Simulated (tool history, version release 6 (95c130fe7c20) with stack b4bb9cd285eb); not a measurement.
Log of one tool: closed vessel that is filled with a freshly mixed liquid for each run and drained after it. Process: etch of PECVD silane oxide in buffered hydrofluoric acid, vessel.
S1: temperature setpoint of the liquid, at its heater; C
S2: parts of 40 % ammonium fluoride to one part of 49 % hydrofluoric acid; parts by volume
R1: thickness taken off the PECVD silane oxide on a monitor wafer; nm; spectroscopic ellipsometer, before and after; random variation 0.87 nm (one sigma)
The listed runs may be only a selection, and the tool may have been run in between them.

run 1 hour=0 | S1=22 S2=10 time_in_the_liquid_(s)=90 | R1=152.87
run 2 hour=1.7 | S1=22.5 S2=10 time_in_the_liquid_(s)=90 | R1=158.35
run 3 hour=5.7 | S1=19.5 S2=10 time_in_the_liquid_(s)=90 | R1=132.79
run 4 hour=7.3 | S1=21.5 S2=10 time_in_the_liquid_(s)=90 | R1=148.14
run 5 hour=10.4 | S1=19.5 S2=10 time_in_the_liquid_(s)=90 | R1=133.66
run 6 hour=16.1 | S1=20.5 S2=10 time_in_the_liquid_(s)=90 | R1=139.78

Run 7 comes next. What will it give?
run 7 hour=19.3 | S1=21.5 S2=10 time_in_the_liquid_(s)=90 | R1=?

For run 7 the tool returned R1 148.44 nm.
